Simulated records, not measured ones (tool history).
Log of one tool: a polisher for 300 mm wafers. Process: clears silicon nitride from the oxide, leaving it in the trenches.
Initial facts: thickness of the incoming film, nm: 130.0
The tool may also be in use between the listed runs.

run,day,flow of slurry (ml/min),pressure of the wafer on the pad (kPa),speed of the pad under the wafer (cm/s),overpolish time after the end point (s),time until the end point was called (s)
1,0,230,20,92,13,125.9
2,0.342,230,20,92,13,125.51
3,0.458,230,17.9,92,13,139.6
4,0.567,230,21.4,92,13,118.21
5,0.617,230,19.3,92,13,129.24
6,0.825,230,19.3,112,13,109.74

Expected results for the next run?
7,1.004,230,16.5,112,13,?

time until the end point was called (s): 125.47
